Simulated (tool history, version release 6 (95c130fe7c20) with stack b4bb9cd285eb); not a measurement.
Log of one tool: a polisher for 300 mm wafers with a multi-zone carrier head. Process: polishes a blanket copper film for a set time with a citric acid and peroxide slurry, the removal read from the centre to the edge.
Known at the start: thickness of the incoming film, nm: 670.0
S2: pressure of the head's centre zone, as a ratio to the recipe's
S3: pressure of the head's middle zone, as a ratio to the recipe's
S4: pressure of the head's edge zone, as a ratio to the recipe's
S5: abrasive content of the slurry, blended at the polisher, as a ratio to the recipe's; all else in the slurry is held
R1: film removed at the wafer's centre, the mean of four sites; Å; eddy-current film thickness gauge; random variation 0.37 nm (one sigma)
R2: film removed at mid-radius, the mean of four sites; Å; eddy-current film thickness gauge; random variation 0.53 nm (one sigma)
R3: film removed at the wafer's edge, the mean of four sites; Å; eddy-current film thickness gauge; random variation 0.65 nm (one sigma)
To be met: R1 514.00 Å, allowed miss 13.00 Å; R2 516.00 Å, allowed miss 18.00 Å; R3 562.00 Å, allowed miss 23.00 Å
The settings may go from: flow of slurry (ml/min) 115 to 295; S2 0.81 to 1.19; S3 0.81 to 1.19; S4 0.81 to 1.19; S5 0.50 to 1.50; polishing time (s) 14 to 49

run 1 hour=0.0 | flow_of_slurry_(ml/min)=190 S2=1.00 S3=1.00 S4=1.00 S5=1.00 polishing_time_(s)=31 | R1=620.86 R2=662.84 R3=642.27
run 2 hour=3.9 | flow_of_slurry_(ml/min)=190 S2=1.00 S3=1.00 S4=1.00 S5=0.85 polishing_time_(s)=31 | R1=590.98 R2=629.46 R3=618.45
run 3 hour=12.5 | flow_of_slurry_(ml/min)=190 S2=1.00 S3=1.00 S4=1.00 S5=0.85 polishing_time_(s)=24 | R1=462.05 R2=491.95 R3=471.22
run 4 hour=21.2 | flow_of_slurry_(ml/min)=190 S2=1.00 S3=1.00 S4=1.00 S5=0.75 polishing_time_(s)=24 | R1=446.84 R2=480.03 R3=464.68
run 5 hour=30.1 | flow_of_slurry_(ml/min)=190 S2=1.00 S3=1.00 S4=1.00 S5=0.75 polishing_time_(s)=21 | R1=392.04 R2=423.09 R3=406.50
run 6 hour=37.2 | flow_of_slurry_(ml/min)=190 S2=1.00 S3=1.00 S4=1.00 S5=0.75 polishing_time_(s)=14 | R1=262.36 R2=278.88 R3=268.71
run 7 hour=41.4 | flow_of_slurry_(ml/min)=190 S2=1.00 S3=0.99 S4=1.03 S5=0.75 polishing_time_(s)=17 | R1=313.53 R2=332.50 R3=332.15
run 8 hour=45.0 | flow_of_slurry_(ml/min)=195 S2=1.01 S3=0.99 S4=1.06 S5=0.80 polishing_time_(s)=19 | R1=367.14 R2=379.80 R3=389.31
run 9 hour=53.0 | flow_of_slurry_(ml/min)=205 S2=1.01 S3=1.00 S4=1.09 S5=0.90 polishing_time_(s)=20 | R1=402.63 R2=417.65 R3=422.77
run 10 hour=61.2 | flow_of_slurry_(ml/min)=205 S2=1.00 S3=0.99 S4=1.11 S5=1.00 polishing_time_(s)=21 | R1=424.64 R2=447.18 R3=470.07
run 11 hour=68.0 | flow_of_slurry_(ml/min)=255 S2=1.09 S3=1.02 S4=1.19 S5=1.25 polishing_time_(s)=21 | R1=498.44 R2=505.43 R3=505.48
run 12 hour=71.8 | flow_of_slurry_(ml/min)=250 S2=1.08 S3=1.00 S4=1.19 S5=1.30 polishing_time_(s)=21 | R1=501.07 R2=500.02 R3=528.28
run 13 hour=78.4 | flow_of_slurry_(ml/min)=250 S2=1.08 S3=1.00 S4=1.19 S5=1.30 polishing_time_(s)=21 | R1=496.42 R2=492.23 R3=522.19
run 14 hour=82.2 | flow_of_slurry_(ml/min)=255 S2=1.08 S3=1.00 S4=1.19 S5=1.35 polishing_time_(s)=21 | R1=503.05 R2=499.82 R3=532.58
run 15 hour=85.0 | flow_of_slurry_(ml/min)=260 S2=1.08 S3=1.00 S4=1.19 S5=1.40 polishing_time_(s)=21 | R1=515.33 R2=510.29 R3=536.58

4 next moves are on the table. One of them brings every result within its allowed miss. Which?
run A hour=87.8 | flow_of_slurry_(ml/min)=255 S2=1.02 S3=0.96 S4=1.19 S5=1.50 polishing_time_(s)=22 | R1=? R2=? R3=?
run B hour=87.8 | flow_of_slurry_(ml/min)=260 S2=1.08 S3=0.95 S4=1.17 S5=1.25 polishing_time_(s)=23 | R1=? R2=? R3=?
run C hour=87.8 | flow_of_slurry_(ml/min)=260 S2=1.17 S3=0.93 S4=1.04 S5=1.20 polishing_time_(s)=22 | R1=? R2=? R3=?
run D hour=87.8 | flow_of_slurry_(ml/min)=245 S2=1.19 S3=0.97 S4=1.12 S5=1.35 polishing_time_(s)=21 | R1=? R2=? R3=?

move=A R1=520.44 R2=523.24 R3=564.16
move=B R1=546.27 R2=519.31 R3=560.25
move=C R1=552.65 R2=482.96 R3=502.86
move=D R1=546.77 R2=488.17 R3=508.05
A: meets every target
B: brings the result that was furthest off to its target, and leaves another outside
C: further off than the last run
D: further off than the last run
Answer: A
